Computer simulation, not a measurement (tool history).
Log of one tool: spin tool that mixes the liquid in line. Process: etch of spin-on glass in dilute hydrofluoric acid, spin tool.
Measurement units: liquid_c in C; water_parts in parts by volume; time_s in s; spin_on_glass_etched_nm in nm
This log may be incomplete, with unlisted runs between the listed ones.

{"run": 1, "day": 0.0, "liquid_c": 23, "water_parts": 240, "time_s": 30, "spin_on_glass_etched_nm": 4.4535}
{"run": 2, "day": 0.162, "liquid_c": 24, "water_parts": 235, "time_s": 30, "spin_on_glass_etched_nm": 4.6975}
{"run": 3, "day": 0.396, "liquid_c": 24, "water_parts": 235, "time_s": 25, "spin_on_glass_etched_nm": 3.942}
{"run": 4, "day": 0.658, "liquid_c": 24, "water_parts": 315, "time_s": 25, "spin_on_glass_etched_nm": 2.7375}
{"run": 5, "day": 0.738, "liquid_c": 24, "water_parts": 315, "time_s": 25, "spin_on_glass_etched_nm": 2.7023}
{"run": 6, "day": 1.058, "liquid_c": 22.5, "water_parts": 315, "time_s": 25, "spin_on_glass_etched_nm": 2.5668}
{"run": 7, "day": 1.233, "liquid_c": 24, "water_parts": 295, "time_s": 25, "spin_on_glass_etched_nm": 2.9718}
{"run": 8, "day": 1.279, "liquid_c": 25, "water_parts": 275, "time_s": 25, "spin_on_glass_etched_nm": 3.3428}

For run 9, what comes out?
{"run": 9, "day": 1.375, "liquid_c": 25.5, "water_parts": 255, "time_s": 25, "spin_on_glass_etched_nm": "?"}

Run 9 yielded spin_on_glass_etched_nm 3.744 nm.
